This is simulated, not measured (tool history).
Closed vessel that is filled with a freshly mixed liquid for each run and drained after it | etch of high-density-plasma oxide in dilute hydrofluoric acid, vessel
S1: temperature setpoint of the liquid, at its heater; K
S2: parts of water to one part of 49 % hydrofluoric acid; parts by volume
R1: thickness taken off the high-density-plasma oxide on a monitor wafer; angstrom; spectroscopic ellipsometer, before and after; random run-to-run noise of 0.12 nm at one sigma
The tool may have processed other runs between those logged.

run 1 hour=0.0 | S1=299.15 S2=50 time_in_the_liquid_(s)=300 | R1=391.58
run 2 hour=4.1 | S1=297.15 S2=55 time_in_the_liquid_(s)=300 | R1=327.73
run 3 hour=13.3 | S1=295.15 S2=55 time_in_the_liquid_(s)=300 | R1=298.66
run 4 hour=19.8 | S1=295.15 S2=70 time_in_the_liquid_(s)=300 | R1=232.18
run 5 hour=22.9 | S1=294.65 S2=70 time_in_the_liquid_(s)=300 | R1=227.80
run 6 hour=26.5 | S1=294.65 S2=90 time_in_the_liquid_(s)=300 | R1=173.32
run 7 hour=35.3 | S1=295.65 S2=90 time_in_the_liquid_(s)=300 | R1=180.08
run 8 hour=40.2 | S1=296.15 S2=90 time_in_the_liquid_(s)=300 | R1=185.96
run 9 hour=43.2 | S1=296.65 S2=90 time_in_the_liquid_(s)=300 | R1=188.59
run 10 hour=49.7 | S1=297.15 S2=90 time_in_the_liquid_(s)=300 | R1=190.72

What does the tool deliver on the next run?
run 11 hour=57.2 | S1=297.65 S2=90 time_in_the_liquid_(s)=300 | R1=?

{"run 11": {"R1": 195.29}}

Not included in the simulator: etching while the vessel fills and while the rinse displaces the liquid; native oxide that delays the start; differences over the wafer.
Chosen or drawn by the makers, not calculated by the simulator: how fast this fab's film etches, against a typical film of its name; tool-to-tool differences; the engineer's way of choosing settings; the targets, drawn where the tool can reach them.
